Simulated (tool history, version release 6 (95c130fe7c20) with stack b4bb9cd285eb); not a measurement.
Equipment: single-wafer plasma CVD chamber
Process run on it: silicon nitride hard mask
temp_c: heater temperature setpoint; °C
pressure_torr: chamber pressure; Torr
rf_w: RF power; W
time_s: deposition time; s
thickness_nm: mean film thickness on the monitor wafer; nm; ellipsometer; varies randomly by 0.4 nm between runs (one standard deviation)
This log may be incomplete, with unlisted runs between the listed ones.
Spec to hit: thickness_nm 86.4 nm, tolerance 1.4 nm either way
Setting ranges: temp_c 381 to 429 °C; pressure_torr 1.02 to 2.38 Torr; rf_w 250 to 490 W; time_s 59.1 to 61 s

run,day,temp_c,pressure_torr,rf_w,time_s,thickness_nm
1,0,405,1.7,370,59.1,76.746
2,0.125,405,1.7,390,59.1,80.203
3,0.371,405,1.81,390,59.1,82.703
4,0.433,415,1.81,390,59.1,81.282
5,0.671,415,1.81,345,59.1,73.335
6,0.971,415,1.95,345,59.1,74.34
7,1.283,415,2,350,59.1,75.906
8,1.646,415,2.05,355,59.1,77.442
9,1.929,415,2.38,395,59.3,88.902

Of the 5 settings listed for the next run, only one would bring every result within its allowed miss of target. Which one?
A,2.212,417,2.14,380,59.1,?
B,2.212,420,2.38,370,59.1,?
C,2.212,424,2.38,375,61,?
D,2.212,417,2.35,375,59.1,?
E,2.212,419,2.25,380,59.1,?

move,thickness_nm
A,81.875
B,81.923
C,85.352
D,82.725
E,82.742
A: moves the result that the last run missed by most past its target, out the other side
B: moves the result that the last run missed by most past its target, out the other side
C: each result inside its tolerance
D: moves the result that the last run missed by most past its target, out the other side
E: moves the result that the last run missed by most past its target, out the other side
C meets every target.
